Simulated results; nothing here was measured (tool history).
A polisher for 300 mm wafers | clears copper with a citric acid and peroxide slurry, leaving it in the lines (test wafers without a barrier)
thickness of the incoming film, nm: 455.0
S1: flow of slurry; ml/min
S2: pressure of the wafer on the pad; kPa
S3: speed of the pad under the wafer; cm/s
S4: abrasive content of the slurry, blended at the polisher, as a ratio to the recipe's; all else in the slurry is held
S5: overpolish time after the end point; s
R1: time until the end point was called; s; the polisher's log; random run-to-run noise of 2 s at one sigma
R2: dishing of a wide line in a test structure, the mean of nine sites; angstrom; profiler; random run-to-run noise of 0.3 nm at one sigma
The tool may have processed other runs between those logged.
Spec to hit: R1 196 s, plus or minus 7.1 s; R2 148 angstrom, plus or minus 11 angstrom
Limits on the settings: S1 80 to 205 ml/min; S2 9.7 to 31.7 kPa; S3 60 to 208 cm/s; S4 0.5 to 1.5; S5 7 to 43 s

run  hour   S1    S2   S3  S4  S5      R1      R2
  1     0  135  20.7  134   1  22  148.22  462.09
  2   1.2  135    20  136   1  20  154.38  422.23
  3   3.5  135  19.3  134   1  19  162.61  373.27
  4     5  110  19.3  134   1  19  168.83  364.13
  5   9.9  110  19.3  134   1  15  166.07  306.02
  6  15.1  110  19.3  154   1  15  146.05  340.69
  7  18.8  105  18.6  156   1  14   151.2  301.05
  8  21.3  105  18.6  156   1  14  151.43  318.87
  9    28  100  17.9  156   1  13  156.49  266.87

Next run, 4 choices. One meets every target within its allowed miss, the rest don't. Which?
  A  34.7   95  23.4  186  1.1  13   ?   ?
  B  34.7   85  17.9  138  1.1  25   ?   ?
  C  34.7  105  16.5  148  1.2  11   ?   ?
  D  34.7   95  16.5  140  0.9   8   ?   ?

move      R1      R2
   A  102.01  411.04
   B  181.52  431.47
   C  171.11  222.43
   D  194.28   147.4
A: the biggest miss grows against the last run
B: the biggest miss grows against the last run
C: better than the last run, though not everything is in spec
D: every result lands within tolerance
The move that meets every target is D.
